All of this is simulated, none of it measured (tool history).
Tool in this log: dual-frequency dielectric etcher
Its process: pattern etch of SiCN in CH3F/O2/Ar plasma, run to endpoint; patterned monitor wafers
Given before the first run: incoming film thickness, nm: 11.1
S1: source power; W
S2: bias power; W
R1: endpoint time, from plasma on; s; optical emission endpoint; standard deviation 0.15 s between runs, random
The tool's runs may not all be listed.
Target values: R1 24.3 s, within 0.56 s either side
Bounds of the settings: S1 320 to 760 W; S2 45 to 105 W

run	hour	S1	S2	R1
1	0	540	75	27.283
2	8.3	550	76	27.1
3	17.3	500	76	27.906
4	25.5	520	77	27.162
5	29.9	540	78	26.888
6	36.6	540	88	26.227
7	40.3	550	89	25.751
8	46.7	560	89	25.772
9	53.8	570	89	25.448
10	60.2	580	89	25.287
11	68.2	590	89	25.088

Exactly one of the 4 candidate moves below puts every result within its allowed miss. Which one?
A	76.2	510	98	?
B	76.2	660	86	?
C	76.2	560	88	?
D	76.2	500	101	?

move	R1
A	25.892
B	24.48
C	25.788
D	25.856
A: further off than the last run
B: every result lands within tolerance
C: further off than the last run
D: further off than the last run
So the answer is move B, the one that meets all the targets.
